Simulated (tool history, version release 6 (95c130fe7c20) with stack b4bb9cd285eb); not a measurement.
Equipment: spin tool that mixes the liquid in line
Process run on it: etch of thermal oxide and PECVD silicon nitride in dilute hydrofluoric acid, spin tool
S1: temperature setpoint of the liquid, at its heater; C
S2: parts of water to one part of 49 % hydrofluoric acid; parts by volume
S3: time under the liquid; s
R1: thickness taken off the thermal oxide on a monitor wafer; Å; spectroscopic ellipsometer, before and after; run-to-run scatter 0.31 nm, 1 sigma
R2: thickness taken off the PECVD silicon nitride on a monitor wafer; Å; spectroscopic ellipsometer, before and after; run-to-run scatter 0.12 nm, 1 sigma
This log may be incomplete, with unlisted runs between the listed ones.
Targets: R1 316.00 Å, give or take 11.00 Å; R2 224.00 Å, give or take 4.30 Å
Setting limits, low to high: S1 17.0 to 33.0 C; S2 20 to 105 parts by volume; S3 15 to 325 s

run	day	S1	S2	S3	R1	R2
1	0.000	25.0	55	165	156.50	139.14
2	0.179	23.5	55	165	146.54	126.43
3	0.321	23.5	65	165	120.40	107.20
4	0.450	23.5	55	165	147.47	127.21
5	0.662	23.5	45	165	181.26	154.46
# day 0.988: thermometer replaced
6	0.988	23.0	40	165	192.27	156.96
7	1.192	23.0	35	170	225.17	183.50
8	1.321	22.5	30	170	263.28	205.03

Next run, 4 choices. One meets every target within its allowed miss, the rest don't. Which?
A	1.450	21.5	25	175	?	?
B	1.450	31.0	40	135	?	?
C	1.450	27.5	45	190	?	?
D	1.450	20.0	20	150	?	?

move	R1	R2
A	310.13	236.45
B	216.18	218.35
C	233.52	217.90
D	313.39	225.72
A: corrects the largest miss of the last run, while another result sits out of spec
B: misses by more than the last run did
C: misses by more than the last run did
D: all results in spec
Go with D: it meets all targets.
